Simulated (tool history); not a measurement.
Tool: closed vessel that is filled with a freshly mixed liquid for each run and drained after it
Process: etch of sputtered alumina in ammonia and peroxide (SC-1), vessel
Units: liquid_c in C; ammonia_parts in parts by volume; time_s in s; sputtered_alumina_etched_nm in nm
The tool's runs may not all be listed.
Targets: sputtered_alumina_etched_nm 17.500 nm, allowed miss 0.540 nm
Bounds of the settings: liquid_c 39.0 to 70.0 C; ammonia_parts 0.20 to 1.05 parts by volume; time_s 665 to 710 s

| run | hour | liquid_c | ammonia_parts | time_s | sputtered_alumina_etched_nm |
|---|---|---|---|---|---|
| 1 | 0.0 | 55.0 | 0.55 | 665 | 31.629 |
| 2 | 4.4 | 52.0 | 0.55 | 665 | 26.505 |
| 3 | 10.5 | 50.0 | 0.55 | 665 | 23.686 |
| 4 | 18.9 | 48.5 | 0.55 | 665 | 22.060 |
|  | 23.6 | new drum of ammonia solution connected |
| 5 | 23.6 | 43.0 | 0.55 | 665 | 16.098 |
| 6 | 29.3 | 39.0 | 0.55 | 665 | 12.573 |
| 7 | 31.8 | 45.5 | 0.55 | 665 | 18.784 |
| 8 | 37.7 | 45.0 | 0.55 | 665 | 17.970 |

Which of these 4 next moves meets every target?
| A | 43.6 | 45.0 | 0.50 | 710 | ? |
| B | 43.6 | 45.0 | 0.40 | 665 | ? |
| C | 43.6 | 44.5 | 0.70 | 695 | ? |
| D | 43.6 | 44.5 | 0.50 | 710 | ? |

| move | sputtered_alumina_etched_nm |
|---|---|
| A | 19.350 |
| B | 17.743 |
| C | 19.007 |
| D | 18.806 |
A: further off than the last run
B: meets every target
C: further off than the last run
D: further off than the last run
The right move is B.
